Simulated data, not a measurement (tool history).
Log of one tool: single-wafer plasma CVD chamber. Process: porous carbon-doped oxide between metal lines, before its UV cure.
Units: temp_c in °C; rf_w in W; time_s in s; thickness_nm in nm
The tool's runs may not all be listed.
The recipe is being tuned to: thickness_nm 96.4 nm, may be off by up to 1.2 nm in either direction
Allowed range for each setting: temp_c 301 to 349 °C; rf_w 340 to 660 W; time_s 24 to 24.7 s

| run | hour | temp_c | rf_w | time_s | thickness_nm |
|---|---|---|---|---|---|
| 1 | 0 | 325 | 500 | 24 | 116.67 |
| 2 | 2.3 | 331 | 485 | 24 | 111.17 |
| 3 | 5.1 | 331 | 485 | 24.7 | 114.88 |
| 4 | 8.3 | 331 | 535 | 24.7 | 122.2 |
| 5 | 11.9 | 335 | 505 | 24.7 | 115.95 |
| 6 | 17.5 | 338 | 480 | 24.7 | 110.42 |
| 7 | 19.6 | 340 | 465 | 24.7 | 107.12 |
| 8 | 23.7 | 342 | 450 | 24.7 | 104.7 |
| 9 | 25.5 | 344 | 440 | 24.7 | 102.07 |
| 10 | 28.7 | 345 | 435 | 24.7 | 100.87 |
| 11 | 32.2 | 346 | 430 | 24.7 | 99.715 |
| 12 | 33.8 | 347 | 425 | 24.7 | 98.459 |

Which single option among these 4 for the next run brings every result within its allowed miss of target? Just one does.
| A | 35.4 | 349 | 415 | 24 | ? |
| B | 35.4 | 349 | 460 | 24 | ? |
| C | 35.4 | 341 | 415 | 24.1 | ? |
| D | 35.4 | 348 | 405 | 24.4 | ? |

| move | thickness_nm |
|---|---|
| A | 92.888 |
| B | 100.1 |
| C | 96.185 |
| D | 93.052 |
A: carries the result that was furthest off beyond its target, to the other side
B: further off than the last run
C: every result lands within tolerance
D: carries the result that was furthest off beyond its target, to the other side
The right move is C.
